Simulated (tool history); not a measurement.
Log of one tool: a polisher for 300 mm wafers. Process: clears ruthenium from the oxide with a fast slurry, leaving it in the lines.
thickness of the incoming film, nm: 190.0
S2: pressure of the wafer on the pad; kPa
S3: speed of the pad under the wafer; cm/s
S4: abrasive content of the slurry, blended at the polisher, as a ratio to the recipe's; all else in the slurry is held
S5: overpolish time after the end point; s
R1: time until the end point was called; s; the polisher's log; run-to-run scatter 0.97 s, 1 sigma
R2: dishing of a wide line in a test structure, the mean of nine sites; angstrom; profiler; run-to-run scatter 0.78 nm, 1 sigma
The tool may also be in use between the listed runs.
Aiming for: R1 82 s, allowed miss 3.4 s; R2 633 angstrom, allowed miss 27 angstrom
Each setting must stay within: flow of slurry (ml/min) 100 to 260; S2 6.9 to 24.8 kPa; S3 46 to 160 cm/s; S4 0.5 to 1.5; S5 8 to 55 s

Run 1, hour 0: flow of slurry (ml/min) 165, S2 15.9 kPa, S3 102 cm/s, S4 1, S5 28 s. Result: R1 50.112 s, R2 789.43 angstrom.
Run 2, hour 3.9: flow of slurry (ml/min) 160, S2 13.8 kPa, S3 102 cm/s, S4 1, S5 30 s. Result: R1 56.956 s, R2 736.42 angstrom.
Run 3, hour 5.3: flow of slurry (ml/min) 155, S2 12.4 kPa, S3 102 cm/s, S4 1, S5 32 s. Result: R1 64.329 s, R2 710.8 angstrom.
Run 4, hour 11: flow of slurry (ml/min) 180, S2 12.4 kPa, S3 102 cm/s, S4 1, S5 32 s. Result: R1 62.1 s, R2 724.86 angstrom.
Run 5, hour 16.6: flow of slurry (ml/min) 175, S2 11.7 kPa, S3 102 cm/s, S4 1, S5 33 s. Result: R1 66.74 s, R2 717.4 angstrom.
Run 6, hour 23.9: flow of slurry (ml/min) 175, S2 11.7 kPa, S3 102 cm/s, S4 1, S5 40 s. Result: R1 65.242 s, R2 821.55 angstrom.
Run 7, hour 27.6: flow of slurry (ml/min) 175, S2 11 kPa, S3 102 cm/s, S4 1, S5 39 s. Result: R1 70.797 s, R2 763.18 angstrom.
Run 8, hour 33.7: flow of slurry (ml/min) 170, S2 10.3 kPa, S3 102 cm/s, S4 1, S5 38 s. Result: R1 75.195 s, R2 712.85 angstrom.

Which of these 4 next moves meets every target?
Run A, hour 39.8: flow of slurry (ml/min) 230, S2 9 kPa, S3 126 cm/s, S4 1.05, S5 37 s. Result: R1 ?, R2 ?.
Run B, hour 39.8: flow of slurry (ml/min) 205, S2 11.7 kPa, S3 92 cm/s, S4 1.05, S5 30 s. Result: R1 ?, R2 ?.
Run C, hour 39.8: flow of slurry (ml/min) 200, S2 10.3 kPa, S3 110 cm/s, S4 1.05, S5 43 s. Result: R1 ?, R2 ?.
Run D, hour 39.8: flow of slurry (ml/min) 170, S2 9 kPa, S3 106 cm/s, S4 1.05, S5 36 s. Result: R1 ?, R2 ?.

move      R1      R2
   A  66.073  770.06
   B  68.591  633.74
   C  66.317  859.22
   D  80.534  645.03
A: moves away from the targets compared with the last run
B: corrects the largest miss of the last run, while another result sits out of spec
C: moves away from the targets compared with the last run
D: all results in spec
Answer: D
